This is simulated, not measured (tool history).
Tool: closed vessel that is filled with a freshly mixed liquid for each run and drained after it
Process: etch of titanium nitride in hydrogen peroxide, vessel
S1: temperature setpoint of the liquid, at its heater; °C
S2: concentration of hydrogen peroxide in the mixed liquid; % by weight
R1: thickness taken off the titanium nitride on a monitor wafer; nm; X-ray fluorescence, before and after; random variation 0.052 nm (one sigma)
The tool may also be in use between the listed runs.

{"run": 1, "hour": 0.0, "S1": 53.0, "S2": 18.5, "time in the liquid (s)": 50, "R1": 2.8674}
{"run": 2, "hour": 7.6, "S1": 54.5, "S2": 18.5, "time in the liquid (s)": 50, "R1": 3.1059}
{"run": 3, "hour": 10.3, "S1": 54.5, "S2": 18.5, "time in the liquid (s)": 40, "R1": 2.5047}
{"run": 4, "hour": 17.1, "S1": 54.5, "S2": 18.5, "time in the liquid (s)": 40, "R1": 2.543}
{"run": 5, "hour": 23.9, "S1": 54.5, "S2": 15.0, "time in the liquid (s)": 40, "R1": 2.4}
{"run": 6, "hour": 25.9, "S1": 56.5, "S2": 15.5, "time in the liquid (s)": 40, "R1": 2.739}
{"run": 7, "hour": 31.3, "S1": 56.5, "S2": 15.5, "time in the liquid (s)": 40, "R1": 2.8378}
{"run": 8, "hour": 34.1, "S1": 58.0, "S2": 15.5, "time in the liquid (s)": 40, "R1": 3.0962}
{"run": 9, "hour": 37.3, "S1": 58.0, "S2": 15.5, "time in the liquid (s)": 40, "R1": 3.1264}
{"run": 10, "hour": 39.2, "S1": 59.5, "S2": 15.5, "time in the liquid (s)": 40, "R1": 3.4721}
{"run": 11, "hour": 47.3, "S1": 60.5, "S2": 15.5, "time in the liquid (s)": 40, "R1": 3.6599}

Forecast run 12:
{"run": 12, "hour": 52.4, "S1": 61.5, "S2": 15.5, "time in the liquid (s)": 40, "R1": "?"}

R1: 3.9508 nm

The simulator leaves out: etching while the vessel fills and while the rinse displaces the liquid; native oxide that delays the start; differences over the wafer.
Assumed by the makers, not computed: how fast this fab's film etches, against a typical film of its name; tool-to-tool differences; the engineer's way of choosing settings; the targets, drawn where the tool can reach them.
